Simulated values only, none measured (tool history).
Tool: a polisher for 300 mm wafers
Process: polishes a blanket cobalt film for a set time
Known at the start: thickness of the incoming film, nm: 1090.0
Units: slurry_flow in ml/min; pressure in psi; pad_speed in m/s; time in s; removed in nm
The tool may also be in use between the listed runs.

run 1 hour=0.0 | slurry_flow=185 pressure=1.7 pad_speed=1.28 time=63 | removed=336.26
run 2 hour=4.6 | slurry_flow=195 pressure=1.9 pad_speed=1.28 time=63 | removed=378.37
run 3 hour=5.5 | slurry_flow=195 pressure=1.9 pad_speed=1.06 time=63 | removed=325.42
run 4 hour=8.6 | slurry_flow=195 pressure=1.6 pad_speed=1.06 time=63 | removed=272.80
run 5 hour=10.6 | slurry_flow=200 pressure=1.9 pad_speed=1.08 time=63 | removed=329.53
run 6 hour=15.4 | slurry_flow=205 pressure=2.1 pad_speed=1.10 time=63 | removed=366.09
run 7 hour=18.9 | slurry_flow=205 pressure=2.3 pad_speed=1.14 time=63 | removed=415.90
run 8 hour=26.8 | slurry_flow=205 pressure=2.4 pad_speed=1.16 time=63 | removed=436.92

Run 9 comes next. What will it give?
run 9 hour=33.0 | slurry_flow=210 pressure=2.5 pad_speed=1.18 time=63 | removed=?

Run 9 gave removed 464.46 nm.
